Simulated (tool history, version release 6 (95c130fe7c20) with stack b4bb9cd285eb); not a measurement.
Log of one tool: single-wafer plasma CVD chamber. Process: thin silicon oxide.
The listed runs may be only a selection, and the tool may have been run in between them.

run  hour  heater temperature setpoint (deg C)  chamber pressure (Torr)  RF power (kW)  deposition time (s)  mean film thickness on the monitor wafer (nm)
  1     0                                  385                    0.751           0.26                 4.06                                          6.075
  2   4.1                                  385                    0.727           0.26                 4.06                                         5.9431
  3  10.9                                  385                     0.65           0.26                 4.06                                         5.5889
  4  15.7                                  385                    0.631           0.26                 4.06                                         5.4596
  5  22.5                                  385                    0.707           0.26                 4.06                                         5.8582
  6  23.7                                  385                    0.833           0.26                 4.06                                         6.4817

Predict the results of run 7:
  7    25                                  385                    0.785          0.255                 4.06                                              ?

Run 7 gave mean film thickness on the monitor wafer (nm) 6.2001.
